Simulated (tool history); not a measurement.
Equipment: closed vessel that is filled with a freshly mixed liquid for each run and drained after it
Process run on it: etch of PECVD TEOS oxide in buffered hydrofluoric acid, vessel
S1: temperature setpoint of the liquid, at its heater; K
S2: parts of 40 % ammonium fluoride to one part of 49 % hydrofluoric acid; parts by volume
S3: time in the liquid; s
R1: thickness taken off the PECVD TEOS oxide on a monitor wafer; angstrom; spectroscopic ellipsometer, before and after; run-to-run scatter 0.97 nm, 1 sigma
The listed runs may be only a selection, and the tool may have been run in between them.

run  hour      S1    S2   S3      R1
  1   0.0  295.15  10.5  105  1712.9
  2   5.8  298.15  10.5  105  2036.4
  3  12.0  298.15  10.5  110  2144.0
  4  18.5  298.15  12.0  110  1844.6
  5  26.6  296.15  12.0  110  1696.1
  6  29.1  297.65  12.0  110  1833.6
  7  37.0  293.65  14.0  110  1251.7
  8  38.6  293.15  14.0  110  1230.6
  9  47.6  292.65  14.0  110  1181.8

Run 10 is up next; what results do you expect?
 10  56.1  291.65  14.0  110   ?

R1: 1133.8 angstrom
